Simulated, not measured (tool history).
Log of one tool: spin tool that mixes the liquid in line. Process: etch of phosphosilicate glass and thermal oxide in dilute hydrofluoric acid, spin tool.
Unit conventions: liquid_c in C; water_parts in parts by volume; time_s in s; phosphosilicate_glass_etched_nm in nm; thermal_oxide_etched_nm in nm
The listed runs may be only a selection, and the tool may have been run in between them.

run  hour  liquid_c  water_parts  time_s  phosphosilicate_glass_etched_nm  thermal_oxide_etched_nm
  1   0.0      25.0          145      30                           39.038                  1.03590
  2   3.1      25.0          145      45                           58.137                  1.53030
  3   8.9      23.0          165      45                           46.466                  1.22670
  4  13.3      21.5          180      45                           39.350                  1.03730
  5  21.7      19.5          180      45                           36.494                  1.00310
  6  22.9      17.0          180      45                           32.988                  0.91587

Run 7 comes next. What will it give?
  7  24.7      17.0          190      45                                ?                        ?

Run 7 came out at phosphosilicate_glass_etched_nm 31.020 nm, thermal_oxide_etched_nm 0.80728 nm.

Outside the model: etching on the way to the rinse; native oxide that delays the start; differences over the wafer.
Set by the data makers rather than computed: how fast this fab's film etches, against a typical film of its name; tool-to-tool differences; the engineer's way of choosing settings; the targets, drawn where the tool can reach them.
